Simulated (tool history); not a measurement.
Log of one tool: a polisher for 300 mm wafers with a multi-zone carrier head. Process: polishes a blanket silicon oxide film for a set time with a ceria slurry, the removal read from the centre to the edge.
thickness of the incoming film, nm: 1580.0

run  hour  flow of slurry (ml/min)  pressure of the head's centre zone  pressure of the head's middle zone  pressure of the head's edge zone  polishing time (s)  film removed at the wafer's centre (nm)  film removed at mid-radius (nm)  film removed at the wafer's edge (nm)
  1   0.0                      300                                1.00                                1.00                              1.00                  69                                   434.40                           436.06                                 432.72
  2   1.2                      295                                1.00                                0.99                              0.98                  68                                   426.85                           425.31                                 417.40
  3   2.5                      290                                1.00                                0.97                              0.96                  68                                   418.63                           413.80                                 414.69
  4   8.6                      285                                1.01                                0.96                              0.94                  68                                   430.36                           409.30                                 414.99
  5  16.6                      285                                1.06                                0.96                              0.94                  68                                   449.93                           405.00                                 412.63
  6  20.7                      330                                1.06                                0.96                              0.94                  68                                   449.49                           421.42                                 415.34
  7  28.9                      320                                1.05                                0.96                              0.92                  67                                   444.72                           406.33                                 399.22
  8  33.6                      250                                0.95                                0.93                              0.86                  66                                   381.49                           380.01                                 378.80
  9  39.3                      250                                0.96                                0.93                              0.85                  66                                   387.64                           384.83                                 375.82

What will run 10 give?
 10  43.4                      250                                0.97                                0.93                              0.85                  66                                        ?                                ?                                      ?

film removed at the wafer's centre (nm): 394.68
film removed at mid-radius (nm): 384.39
film removed at the wafer's edge (nm): 373.00
